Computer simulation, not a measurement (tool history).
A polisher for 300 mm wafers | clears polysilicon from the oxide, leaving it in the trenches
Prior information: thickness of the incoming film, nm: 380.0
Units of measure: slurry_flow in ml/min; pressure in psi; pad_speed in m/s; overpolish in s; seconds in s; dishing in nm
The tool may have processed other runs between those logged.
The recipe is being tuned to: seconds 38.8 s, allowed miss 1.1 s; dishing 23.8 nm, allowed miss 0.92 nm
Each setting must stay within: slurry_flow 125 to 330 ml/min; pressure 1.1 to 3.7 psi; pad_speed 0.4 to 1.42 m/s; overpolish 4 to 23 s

Run 1, hour 0: slurry_flow 210 ml/min, pressure 2.4 psi, pad_speed 0.9 m/s, overpolish 12 s. Result: seconds 31.129 s, dishing 31.456 nm.
Run 2, hour 7.2: slurry_flow 210 ml/min, pressure 1.9 psi, pad_speed 0.9 m/s, overpolish 12 s. Result: seconds 37.96 s, dishing 30.741 nm.
Run 3, hour 12.8: slurry_flow 210 ml/min, pressure 1.8 psi, pad_speed 0.92 m/s, overpolish 11 s. Result: seconds 38.689 s, dishing 30.527 nm.
Run 4, hour 15.8: slurry_flow 210 ml/min, pressure 1.8 psi, pad_speed 1.14 m/s, overpolish 11 s. Result: seconds 31.321 s, dishing 31.5 nm.
Run 5, hour 21.4: slurry_flow 230 ml/min, pressure 1.8 psi, pad_speed 1.1 m/s, overpolish 10 s. Result: seconds 31.99 s, dishing 30.573 nm.
At hour 27.3: slurry nozzle cleaned.
Run 6, hour 27.3: slurry_flow 230 ml/min, pressure 1.8 psi, pad_speed 1.1 m/s, overpolish 12 s. Result: seconds 30.428 s, dishing 31.439 nm.
Run 7, hour 30.9: slurry_flow 245 ml/min, pressure 1.7 psi, pad_speed 1.08 m/s, overpolish 11 s. Result: seconds 32.335 s, dishing 30.97 nm.
Run 8, hour 32: slurry_flow 245 ml/min, pressure 1.7 psi, pad_speed 1.08 m/s, overpolish 11 s. Result: seconds 32.842 s, dishing 31.324 nm.
Run 9, hour 36.8: slurry_flow 225 ml/min, pressure 1.8 psi, pad_speed 1.06 m/s, overpolish 10 s. Result: seconds 31.555 s, dishing 31.146 nm.
Run 10, hour 41.3: slurry_flow 240 ml/min, pressure 1.7 psi, pad_speed 1.02 m/s, overpolish 9 s. Result: seconds 34.801 s, dishing 30.7 nm.
Run 11, hour 45.5: slurry_flow 300 ml/min, pressure 1.4 psi, pad_speed 1.02 m/s, overpolish 4 s. Result: seconds 39.144 s, dishing 21.449 nm.
Run 12, hour 49.7: slurry_flow 295 ml/min, pressure 1.4 psi, pad_speed 1.02 m/s, overpolish 4 s. Result: seconds 38.942 s, dishing 21.152 nm.
Run 13, hour 54.7: slurry_flow 290 ml/min, pressure 1.4 psi, pad_speed 1.02 m/s, overpolish 4 s. Result: seconds 38.378 s, dishing 21.129 nm.
Run 14, hour 56.4: slurry_flow 285 ml/min, pressure 1.4 psi, pad_speed 1.02 m/s, overpolish 4 s. Result: seconds 39.636 s, dishing 21.033 nm.
Run 15, hour 62.5: slurry_flow 280 ml/min, pressure 1.4 psi, pad_speed 1.02 m/s, overpolish 4 s. Result: seconds 38.981 s, dishing 21.427 nm.
Run 16, hour 65.3: slurry_flow 275 ml/min, pressure 1.4 psi, pad_speed 1.02 m/s, overpolish 4 s. Result: seconds 39.561 s, dishing 21.008 nm.

4 candidate next runs follow, results not yet known. Just one meets every target within its allowed miss. Identify it.
Run A, hour 68.1: slurry_flow 230 ml/min, pressure 1.6 psi, pad_speed 0.88 m/s, overpolish 7 s. Result: seconds ?, dishing ?.
Run B, hour 68.1: slurry_flow 215 ml/min, pressure 1.6 psi, pad_speed 0.94 m/s, overpolish 5 s. Result: seconds ?, dishing ?.
Run C, hour 68.1: slurry_flow 315 ml/min, pressure 1.4 psi, pad_speed 0.96 m/s, overpolish 7 s. Result: seconds ?, dishing ?.
Run D, hour 68.1: slurry_flow 290 ml/min, pressure 1.5 psi, pad_speed 0.98 m/s, overpolish 6 s. Result: seconds ?, dishing ?.

move  seconds  dishing
   A   42.081   26.609
   B   39.762   23.676
   C   41.771    26.68
   D   39.036   25.828
A: pushes the last run's worst result past its target
B: hits every target within its allowed miss
C: pushes the last run's worst result past its target
D: pushes the last run's worst result past its target
Answer: B

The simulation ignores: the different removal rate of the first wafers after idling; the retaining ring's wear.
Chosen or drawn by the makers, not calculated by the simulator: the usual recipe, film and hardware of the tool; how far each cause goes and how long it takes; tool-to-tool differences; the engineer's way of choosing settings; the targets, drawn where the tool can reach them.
